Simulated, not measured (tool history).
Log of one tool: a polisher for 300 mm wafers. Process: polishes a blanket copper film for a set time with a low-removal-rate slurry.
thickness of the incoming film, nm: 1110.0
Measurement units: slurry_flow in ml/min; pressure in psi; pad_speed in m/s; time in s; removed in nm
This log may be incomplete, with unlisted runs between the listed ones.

{"run": 1, "day": 0.0, "slurry_flow": 160, "pressure": 3.4, "pad_speed": 1.08, "slurry_solids": 1, "time": 48, "removed": 135.84}
{"run": 2, "day": 0.354, "slurry_flow": 160, "pressure": 2.6, "pad_speed": 1.08, "slurry_solids": 1, "time": 48, "removed": 116.9}
{"run": 3, "day": 0.496, "slurry_flow": 160, "pressure": 2.3, "pad_speed": 1.02, "slurry_solids": 1, "time": 48, "removed": 102.16}
{"run": 4, "day": 0.662, "slurry_flow": 160, "pressure": 2.1, "pad_speed": 1, "slurry_solids": 1, "time": 48, "removed": 96.172}
{"run": 5, "day": 0.833, "slurry_flow": 160, "pressure": 2, "pad_speed": 0.98, "slurry_solids": 1, "time": 48, "removed": 91.806}
{"run": 6, "day": 1.042, "slurry_flow": 160, "pressure": 2.8, "pad_speed": 0.98, "slurry_solids": 1, "time": 48, "removed": 111.57}
{"day": 1.262, "done": "worn pad replaced by a new one"}
{"run": 7, "day": 1.262, "slurry_flow": 160, "pressure": 2.5, "pad_speed": 0.96, "slurry_solids": 1, "time": 48, "removed": 115.67}

What will run 8 give?
{"run": 8, "day": 1.629, "slurry_flow": 160, "pressure": 2.3, "pad_speed": 1.02, "slurry_solids": 1, "time": 48, "removed": "?"}

removed: 117.04 nm
